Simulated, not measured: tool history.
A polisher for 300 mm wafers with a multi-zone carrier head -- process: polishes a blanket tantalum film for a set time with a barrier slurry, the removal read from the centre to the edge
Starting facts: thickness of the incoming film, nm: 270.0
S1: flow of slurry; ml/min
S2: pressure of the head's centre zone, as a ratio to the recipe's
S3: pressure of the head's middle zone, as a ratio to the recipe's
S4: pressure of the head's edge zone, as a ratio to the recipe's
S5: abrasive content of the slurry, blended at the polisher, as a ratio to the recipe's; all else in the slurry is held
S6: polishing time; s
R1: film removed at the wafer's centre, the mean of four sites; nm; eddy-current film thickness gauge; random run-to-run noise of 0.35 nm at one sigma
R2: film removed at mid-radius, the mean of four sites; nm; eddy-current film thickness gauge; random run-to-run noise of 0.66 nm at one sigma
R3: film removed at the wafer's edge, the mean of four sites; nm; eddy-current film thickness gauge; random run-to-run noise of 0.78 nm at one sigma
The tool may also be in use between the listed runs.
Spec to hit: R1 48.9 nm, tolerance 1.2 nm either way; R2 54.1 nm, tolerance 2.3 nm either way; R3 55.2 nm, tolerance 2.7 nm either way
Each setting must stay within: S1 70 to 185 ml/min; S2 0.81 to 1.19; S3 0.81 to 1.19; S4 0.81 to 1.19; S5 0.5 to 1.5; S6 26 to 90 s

Run 1, hour 0: S1 120 ml/min, S2 1, S3 1, S4 1, S5 1, S6 58 s. Result: R1 103.74 nm, R2 102 nm, R3 101.81 nm.
Run 2, hour 4.7: S1 110 ml/min, S2 0.95, S3 0.98, S4 0.97, S5 0.85, S6 52 s. Result: R1 79.778 nm, R2 80.532 nm, R3 82.583 nm.
Run 3, hour 11.7: S1 110 ml/min, S2 0.89, S3 0.98, S4 0.97, S5 0.85, S6 52 s. Result: R1 76.028 nm, R2 83.06 nm, R3 82.529 nm.
Run 4, hour 20: S1 100 ml/min, S2 0.87, S3 0.96, S4 0.93, S5 0.75, S6 50 s. Result: R1 64.546 nm, R2 71.018 nm, R3 72.306 nm.
Run 5, hour 22: S1 115 ml/min, S2 0.87, S3 0.96, S4 0.93, S5 0.75, S6 50 s. Result: R1 67.53 nm, R2 73.748 nm, R3 73.766 nm.
Run 6, hour 22.9: S1 115 ml/min, S2 0.87, S3 0.96, S4 0.93, S5 0.75, S6 58 s. Result: R1 77.765 nm, R2 84.021 nm, R3 83.044 nm.
Run 7, hour 27.1: S1 105 ml/min, S2 0.85, S3 0.95, S4 0.9, S5 0.7, S6 55 s. Result: R1 67.415 nm, R2 76.407 nm, R3 74.144 nm.
Run 8, hour 32.8: S1 100 ml/min, S2 0.84, S3 0.92, S4 0.87, S5 0.65, S6 54 s. Result: R1 61.954 nm, R2 68.446 nm, R3 67.487 nm.
Run 9, hour 39.9: S1 90 ml/min, S2 0.83, S3 0.9, S4 0.86, S5 0.6, S6 54 s. Result: R1 56.054 nm, R2 60.113 nm, R3 63.368 nm.
Run 10, hour 44.8: S1 80 ml/min, S2 0.82, S3 0.94, S4 0.81, S5 0.5, S6 50 s. Result: R1 41.547 nm, R2 48.983 nm, R3 46.751 nm.
Run 11, hour 46.9: S1 90 ml/min, S2 0.82, S3 0.93, S4 0.82, S5 0.5, S6 49 s. Result: R1 42.416 nm, R2 48.168 nm, R3 47.756 nm.
Run 12, hour 53.4: S1 100 ml/min, S2 0.82, S3 0.93, S4 0.84, S5 0.5, S6 49 s. Result: R1 43.912 nm, R2 50.35 nm, R3 49.501 nm.
Run 13, hour 58: S1 130 ml/min, S2 0.84, S3 0.88, S4 0.93, S5 0.55, S6 49 s. Result: R1 52.964 nm, R2 54.179 nm, R3 59.587 nm.
Run 14, hour 61.1: S1 125 ml/min, S2 0.83, S3 0.89, S4 0.91, S5 0.55, S6 49 s. Result: R1 51.873 nm, R2 55.195 nm, R3 58.354 nm.
Run 15, hour 68.9: S1 120 ml/min, S2 0.83, S3 0.89, S4 0.9, S5 0.55, S6 49 s. Result: R1 51.373 nm, R2 55.011 nm, R3 56.572 nm.
Run 16, hour 72.2: S1 115 ml/min, S2 0.83, S3 0.89, S4 0.89, S5 0.55, S6 49 s. Result: R1 50.854 nm, R2 55.447 nm, R3 55.812 nm.

Below are 5 possible settings for the next run. Only one of them brings all results inside the allowed miss of their targets. Which is it?
Run A, hour 75.5: S1 120 ml/min, S2 0.9, S3 0.9, S4 0.9, S5 0.5, S6 52 s. Result: R1 ?, R2 ?, R3 ?.
Run B, hour 75.5: S1 115 ml/min, S2 0.88, S3 0.85, S4 0.81, S5 0.6, S6 46 s. Result: R1 ?, R2 ?, R3 ?.
Run C, hour 75.5: S1 105 ml/min, S2 0.85, S3 0.94, S4 0.94, S5 0.5, S6 52 s. Result: R1 ?, R2 ?, R3 ?.
Run D, hour 75.5: S1 80 ml/min, S2 0.85, S3 0.84, S4 1.01, S5 0.5, S6 56 s. Result: R1 ?, R2 ?, R3 ?.
Run E, hour 75.5: S1 140 ml/min, S2 0.83, S3 0.88, S4 0.81, S5 0.65, S6 42 s. Result: R1 ?, R2 ?, R3 ?.

move      R1      R2      R3
   A  53.812  54.037  55.067
   B  54.138  53.189  54.345
   C  49.032  54.286  54.956
   D  48.403  49.494  58.336
   E  51.756  55.173  54.102
A: moves away from the targets compared with the last run
B: moves away from the targets compared with the last run
C: all results land within tolerance of their targets
D: brings the last run's worst result on target, with another outside its allowed miss
E: moves away from the targets compared with the last run
So the answer is move C, the one that meets all the targets.
